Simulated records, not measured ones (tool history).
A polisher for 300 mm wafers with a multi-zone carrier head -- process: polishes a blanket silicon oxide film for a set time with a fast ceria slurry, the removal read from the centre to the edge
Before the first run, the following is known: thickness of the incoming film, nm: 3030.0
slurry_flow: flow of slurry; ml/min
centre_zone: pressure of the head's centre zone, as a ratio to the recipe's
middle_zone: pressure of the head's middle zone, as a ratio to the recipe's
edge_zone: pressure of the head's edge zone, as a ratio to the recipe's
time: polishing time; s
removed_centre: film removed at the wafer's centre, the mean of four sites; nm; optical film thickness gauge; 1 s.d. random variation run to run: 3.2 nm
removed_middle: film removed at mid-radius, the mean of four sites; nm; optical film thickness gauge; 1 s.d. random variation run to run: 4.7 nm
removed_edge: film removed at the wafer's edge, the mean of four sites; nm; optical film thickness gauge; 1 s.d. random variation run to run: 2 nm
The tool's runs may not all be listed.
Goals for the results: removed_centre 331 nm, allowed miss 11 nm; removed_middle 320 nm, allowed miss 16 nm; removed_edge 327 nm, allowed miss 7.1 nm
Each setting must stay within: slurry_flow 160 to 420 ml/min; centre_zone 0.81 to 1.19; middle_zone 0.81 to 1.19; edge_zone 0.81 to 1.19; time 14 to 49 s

run,hour,slurry_flow,centre_zone,middle_zone,edge_zone,time,removed_centre,removed_middle,removed_edge
1,0,270,1,1,1,31,260.04,264.04,246.55
2,2.2,270,0.96,1,1,31,248.09,264.33,246.77
3,5.4,240,0.96,1,1,31,241.16,259.23,245.29
4,14,240,0.99,1,1,31,250.81,264.9,247.49
5,17.1,275,0.99,1,1,31,256.21,269.87,249.23
6,18.2,275,0.99,1,1,36,294.82,301.89,288.39
7,22,280,1,1,1.03,36,306.09,311.15,291.57
8,28.6,280,1,0.99,1.05,36,300.49,303.31,293.25
# hour 31.6: edge zone pressure recalibrated
9,31.6,330,1.06,1.01,1.15,38,340.4,328.34,340.51
10,37.7,325,1.06,1.01,1.14,38,340.66,335.85,339.03
11,39.9,320,1.06,1,1.13,38,340.95,327.47,337.82

Which of these 5 next moves meets every target?
A,42.1,320,1.08,1.02,1.15,39,?,?,?
B,42.1,305,0.96,0.9,0.93,41,?,?,?
C,42.1,270,1.09,0.98,1.14,39,?,?,?
D,42.1,355,1.16,1,1.1,37,?,?,?
E,42.1,370,1.07,0.94,1.16,39,?,?,?

move,removed_centre,removed_middle,removed_edge
A,360.39,346.19,345.96
B,338.74,326.8,327.31
C,358.08,330.32,341.17
D,368.04,325.3,322.77
E,361.23,326.56,350.64
A: misses by more than the last run did
B: hits every target within its allowed miss
C: misses by more than the last run did
D: corrects the largest miss of the last run, while another result sits out of spec
E: misses by more than the last run did
Move B is the one to make.
